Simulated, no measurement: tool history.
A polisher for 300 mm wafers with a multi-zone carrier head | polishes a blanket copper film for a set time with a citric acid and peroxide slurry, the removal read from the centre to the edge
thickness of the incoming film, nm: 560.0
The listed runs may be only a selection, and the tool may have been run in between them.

run,day,flow of slurry (ml/min),pressure of the head's centre zone,pressure of the head's middle zone,pressure of the head's edge zone,abrasive content of the slurry,polishing time (s),film removed at the wafer's centre (angstrom),film removed at mid-radius (angstrom),film removed at the wafer's edge (angstrom)
1,0.000,120,1.00,1.00,1.00,1.00,59,1937.5,1910.7,1914.5
2,0.275,115,0.97,0.97,0.99,0.90,57,1737.8,1768.7,1711.0
3,0.450,105,0.95,0.94,1.03,0.90,55,1638.4,1582.7,1697.6
4,0.558,105,0.95,0.94,1.03,0.70,55,1526.5,1519.6,1644.8
5,0.788,105,0.95,0.94,1.10,0.70,55,1539.8,1542.2,1674.5
6,0.883,105,0.95,0.94,1.10,0.70,65,1780.0,1847.3,2033.9

Run 7 comes next. What will it give?
7,1.017,100,0.93,0.92,1.07,0.65,62,?,?,?

film removed at the wafer's centre (angstrom): 1643.2
film removed at mid-radius (angstrom): 1640.9
film removed at the wafer's edge (angstrom): 1788.1
